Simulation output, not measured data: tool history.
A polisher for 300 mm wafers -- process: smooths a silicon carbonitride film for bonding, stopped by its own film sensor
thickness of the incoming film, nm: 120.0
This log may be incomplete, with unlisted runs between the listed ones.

run  hour  flow of slurry (ml/min)  pressure of the wafer on the pad (kPa)  speed of the pad under the wafer (m/s)  abrasive content of the slurry  target thickness at which the film sensor stops the polish (nm)  time until the film sensor stopped the polish (s)
  1   0.0                      280                                    14.5                                    0.86                             1.0                                                              110                                             44.950
  2   7.8                      280                                    15.2                                    0.86                             1.0                                                              110                                             42.901
  3   8.8                      280                                    13.1                                    0.86                             1.0                                                              110                                             50.092
  4  17.0                      210                                    13.1                                    0.86                             1.0                                                              110                                             51.232
  5  19.5                      210                                    11.0                                    0.86                             1.0                                                              110                                             60.131
  6  20.3                      170                                    11.0                                    0.86                             1.0                                                              110                                             62.331
  7  28.0                      180                                    12.4                                    0.86                             1.0                                                              110                                             55.245
  8  34.4                      180                                    13.8                                    0.86                             1.0                                                              110                                             49.301
  9  39.7                      180                                    14.5                                    0.86                             1.0                                                              110                                             46.741
 10  41.0                      180                                    15.2                                    0.86                             1.0                                                              110                                             44.396
 11  46.8                      180                                    15.9                                    0.86                             1.0                                                              110                                             42.881
 12  53.5                      180                                    16.5                                    0.86                             1.0                                                              110                                             41.299
 13  62.5                      185                                    17.2                                    0.86                             1.0                                                              110                                             39.115
 14  67.0                      185                                    17.9                                    0.86                             1.0                                                              110                                             39.328

Expected results for the next run?
 15  68.6                      185                                    18.6                                    0.86                             1.0                                                              110                                                  ?

Run 15 measured time until the film sensor stopped the polish (s) 37.391.
